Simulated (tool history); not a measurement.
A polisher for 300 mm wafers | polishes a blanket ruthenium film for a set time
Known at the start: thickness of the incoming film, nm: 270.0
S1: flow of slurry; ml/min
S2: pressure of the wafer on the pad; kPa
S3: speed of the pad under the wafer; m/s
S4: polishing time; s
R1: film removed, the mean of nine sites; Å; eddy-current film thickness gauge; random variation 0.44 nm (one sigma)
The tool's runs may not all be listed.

run	hour	S1	S2	S3	S4	R1
1	0	135	17.9	1.12	23	393.88
2	7.1	150	20.7	1.12	23	456.11
3	12.9	155	22.8	1.14	23	505.03
4	14	155	22.8	1.14	23	499.12
5	23	130	22.8	1.14	23	487.31
6	31.5	130	25.5	1.14	23	539.88
7	32.6	145	26.2	1.18	23	576.12
8	41.5	155	26.9	1.22	23	626.51
9	49.2	165	26.9	1.24	23	636.9
10	50.2	170	26.9	1.26	23	650.53

Run 11 comes next. What will it give?
11	56.1	175	26.9	1.28	23	?

Run 11 came out at R1 669.3 Å.
